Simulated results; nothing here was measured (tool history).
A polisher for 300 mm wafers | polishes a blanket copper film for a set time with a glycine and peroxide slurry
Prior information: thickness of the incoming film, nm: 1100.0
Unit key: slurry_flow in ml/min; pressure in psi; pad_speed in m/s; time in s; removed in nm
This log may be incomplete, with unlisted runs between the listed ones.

run    day  slurry_flow  pressure  pad_speed  time  removed
  1  0.000          120       1.9       1.18    61   249.18
  2  0.250          120       1.9       1.30    61   263.38
  3  0.275          120       1.8       1.30    61   257.74
  4  0.608          120       1.8       1.46    61   275.80
  5  0.675          120       1.7       1.46    61   263.08
  6  0.996          120       1.7       1.72    61   286.44

Predict the results of run 7:
  7  1.083          120       1.6       1.72    61        ?

removed: 277.31 nm

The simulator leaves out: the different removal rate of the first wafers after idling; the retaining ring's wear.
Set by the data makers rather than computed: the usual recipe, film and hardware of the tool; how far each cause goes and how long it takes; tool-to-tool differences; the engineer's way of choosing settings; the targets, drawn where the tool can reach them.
